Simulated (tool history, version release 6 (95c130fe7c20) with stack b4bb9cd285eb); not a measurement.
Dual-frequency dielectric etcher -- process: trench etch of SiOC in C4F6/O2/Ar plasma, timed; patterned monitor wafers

run,day,source power (kW),bias power (kW),etch time (s),mean etch depth across the wafer (Å)
1,0,0.45,0.207,10,210.03
2,0.238,0.38,0.207,10,192.42
3,0.362,0.32,0.207,10,173.93
4,0.388,0.36,0.21,10,187
5,0.608,0.36,0.185,10,178.52
6,0.967,0.36,0.214,10,188.66

The next listed run, before its measurement:
7,1.004,0.45,0.247,10,?

mean etch depth across the wafer (Å): 223.17
